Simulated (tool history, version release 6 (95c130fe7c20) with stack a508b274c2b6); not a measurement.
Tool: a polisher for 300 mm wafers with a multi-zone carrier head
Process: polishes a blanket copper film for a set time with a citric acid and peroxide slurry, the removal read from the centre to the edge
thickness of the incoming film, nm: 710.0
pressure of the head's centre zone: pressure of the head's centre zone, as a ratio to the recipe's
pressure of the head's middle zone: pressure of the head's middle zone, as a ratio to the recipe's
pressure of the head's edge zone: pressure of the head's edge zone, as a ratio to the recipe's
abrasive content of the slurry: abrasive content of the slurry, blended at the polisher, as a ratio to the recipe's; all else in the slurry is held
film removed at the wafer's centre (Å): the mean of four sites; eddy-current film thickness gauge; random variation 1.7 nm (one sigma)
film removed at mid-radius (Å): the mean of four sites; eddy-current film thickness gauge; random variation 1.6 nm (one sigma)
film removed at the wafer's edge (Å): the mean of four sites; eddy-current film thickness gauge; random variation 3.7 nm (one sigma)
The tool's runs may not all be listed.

| run | hour | flow of slurry (ml/min) | pressure of the head's centre zone | pressure of the head's middle zone | pressure of the head's edge zone | abrasive content of the slurry | polishing time (s) | film removed at the wafer's centre (Å) | film removed at mid-radius (Å) | film removed at the wafer's edge (Å) |
|---|---|---|---|---|---|---|---|---|---|---|
| 1 | 0.0 | 180 | 1.00 | 1.00 | 1.00 | 1.00 | 71 | 2245.0 | 2213.8 | 2177.4 |
| 2 | 7.8 | 185 | 1.00 | 0.99 | 1.02 | 1.00 | 71 | 2250.6 | 2246.8 | 2184.6 |
| 3 | 9.2 | 180 | 1.00 | 0.97 | 1.04 | 1.05 | 71 | 2258.3 | 2168.0 | 2197.8 |
| 4 | 16.8 | 180 | 1.00 | 0.97 | 1.04 | 1.05 | 56 | 1760.0 | 1700.0 | 1800.9 |
| 5 | 24.7 | 180 | 1.00 | 0.97 | 1.06 | 1.10 | 58 | 1847.8 | 1800.7 | 1831.9 |
| 6 | 29.3 | 175 | 0.99 | 0.95 | 1.07 | 1.15 | 61 | 1948.2 | 1872.0 | 1946.0 |

The next listed run, before its measurement:
| 7 | 36.1 | 175 | 0.99 | 0.93 | 1.08 | 1.20 | 63 | ? | ? | ? |

film removed at the wafer's centre (Å): 2028.0
film removed at mid-radius (Å): 1922.0
film removed at the wafer's edge (Å): 2020.7
